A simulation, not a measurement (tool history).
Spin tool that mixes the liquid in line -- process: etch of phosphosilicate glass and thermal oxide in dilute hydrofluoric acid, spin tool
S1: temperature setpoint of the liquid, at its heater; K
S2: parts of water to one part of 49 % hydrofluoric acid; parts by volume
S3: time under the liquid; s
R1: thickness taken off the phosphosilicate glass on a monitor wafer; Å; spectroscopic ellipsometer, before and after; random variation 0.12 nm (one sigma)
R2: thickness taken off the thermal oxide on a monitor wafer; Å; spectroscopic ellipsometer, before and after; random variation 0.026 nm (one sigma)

run  hour      S1   S2  S3      R1      R2
  1     0  296.15  195  30  262.69  5.9519
  2   1.9  296.65  195  30  268.45  5.5957
  3   4.1  296.65  195  20  179.37   4.013
  4  12.6  298.65  185  20  204.83  4.4006
  5  16.2  299.65  175  20     227  5.1864
  6    19  297.65  175  20  212.74  4.6745
  7  27.9  299.15  170  20  232.59  5.0459
  8  29.2  300.15  170  20  237.95  5.4342
  9  29.9  301.15  165  20  258.61  5.4326

What does the tool deliver on the next run?
 10    38  301.65  165  20   ?   ?

Run 10 came out at R1 262.83 Å, R2 5.7442 Å.
